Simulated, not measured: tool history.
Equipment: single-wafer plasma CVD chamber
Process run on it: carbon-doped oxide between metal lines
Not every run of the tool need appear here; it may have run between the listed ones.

run	day	heater temperature setpoint (deg C)	chamber pressure (Torr)	RF power (W)	deposition time (s)	mean film thickness on the monitor wafer (Å)
1	0	340	4.93	410	26.2	1112.4
2	0.358	340	4.54	410	26.2	1116.3
3	0.479	340	4.54	410	26.2	1111.8
4	0.592	340	4.54	355	26.2	1029.2
5	0.621	340	4.54	355	27	1061.5
6	0.667	340	3.76	355	27	1040.5
7	0.762	338	3.97	370	27	1069
8	1.125	337	4.2	385	27	1107.3
9	1.408	336	4.38	400	27	1140.6
10	1.704	335	4.54	410	27	1150.7
11	1.738	335	4.59	425	27	1180.6
12	1.767	335	4.65	435	27	1203.7
13	2.092	335	4.71	440	27	1201.8

Expected results for the next run?
14	2.154	335	4.75	450	27	?

{"run 14": {"mean film thickness on the monitor wafer (Å)": 1225.2}}
